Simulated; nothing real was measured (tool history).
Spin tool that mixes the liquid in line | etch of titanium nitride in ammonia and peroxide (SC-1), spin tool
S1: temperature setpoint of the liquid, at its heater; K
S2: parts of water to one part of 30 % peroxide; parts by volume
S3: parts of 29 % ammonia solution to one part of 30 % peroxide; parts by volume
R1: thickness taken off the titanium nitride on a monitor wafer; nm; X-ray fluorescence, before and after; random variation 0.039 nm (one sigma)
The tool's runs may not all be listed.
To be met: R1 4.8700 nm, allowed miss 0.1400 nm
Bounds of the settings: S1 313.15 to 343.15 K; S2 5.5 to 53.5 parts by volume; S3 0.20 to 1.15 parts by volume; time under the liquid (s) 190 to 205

{"run": 1, "hour": 0.0, "S1": 329.15, "S2": 29.5, "S3": 0.65, "time under the liquid (s)": 190, "R1": 8.8661}
{"run": 2, "hour": 5.2, "S1": 327.65, "S2": 29.5, "S3": 0.65, "time under the liquid (s)": 190, "R1": 7.9433}
{"run": 3, "hour": 9.4, "S1": 327.65, "S2": 29.5, "S3": 0.65, "time under the liquid (s)": 190, "R1": 8.0573}
{"run": 4, "hour": 12.4, "S1": 327.65, "S2": 29.5, "S3": 0.65, "time under the liquid (s)": 205, "R1": 8.7812}
{"run": 5, "hour": 18.0, "S1": 332.15, "S2": 29.5, "S3": 0.65, "time under the liquid (s)": 205, "R1": 11.853}
{"run": 6, "hour": 19.6, "S1": 332.15, "S2": 29.5, "S3": 0.75, "time under the liquid (s)": 205, "R1": 12.002}
{"run": 7, "hour": 22.2, "S1": 324.15, "S2": 30.0, "S3": 0.75, "time under the liquid (s)": 205, "R1": 6.9886}
{"run": 8, "hour": 27.1, "S1": 323.15, "S2": 30.0, "S3": 0.75, "time under the liquid (s)": 205, "R1": 6.5635}
{"run": 9, "hour": 34.5, "S1": 322.15, "S2": 30.0, "S3": 0.75, "time under the liquid (s)": 205, "R1": 5.9833}
{"run": 10, "hour": 36.2, "S1": 321.65, "S2": 30.0, "S3": 0.75, "time under the liquid (s)": 205, "R1": 5.8518}
{"run": 11, "hour": 40.7, "S1": 321.65, "S2": 30.0, "S3": 0.75, "time under the liquid (s)": 205, "R1": 5.9055}
{"run": 12, "hour": 48.9, "S1": 321.15, "S2": 30.0, "S3": 0.75, "time under the liquid (s)": 205, "R1": 5.6276}
{"run": 13, "hour": 54.7, "S1": 320.65, "S2": 30.0, "S3": 0.75, "time under the liquid (s)": 205, "R1": 5.4338}
{"run": 14, "hour": 60.2, "S1": 320.15, "S2": 30.0, "S3": 0.75, "time under the liquid (s)": 205, "R1": 5.1735}
{"run": 15, "hour": 65.5, "S1": 319.65, "S2": 30.0, "S3": 0.75, "time under the liquid (s)": 205, "R1": 5.0544}

Which of these 4 next moves meets every target?
{"run": "A", "hour": 70.8, "S1": 321.15, "S2": 32.5, "S3": 0.8, "time under the liquid (s)": 200, "R1": "?"}
{"run": "B", "hour": 70.8, "S1": 320.65, "S2": 30.5, "S3": 0.8, "time under the liquid (s)": 200, "R1": "?"}
{"run": "C", "hour": 70.8, "S1": 324.15, "S2": 45.5, "S3": 0.6, "time under the liquid (s)": 190, "R1": "?"}
{"run": "D", "hour": 70.8, "S1": 323.65, "S2": 35.0, "S3": 0.5, "time under the liquid (s)": 190, "R1": "?"}

move=A R1=5.3570
move=B R1=5.3609
move=C R1=4.8988
move=D R1=5.3165
A: further off than the last run
B: further off than the last run
C: meets every target
D: further off than the last run
The right move is C.
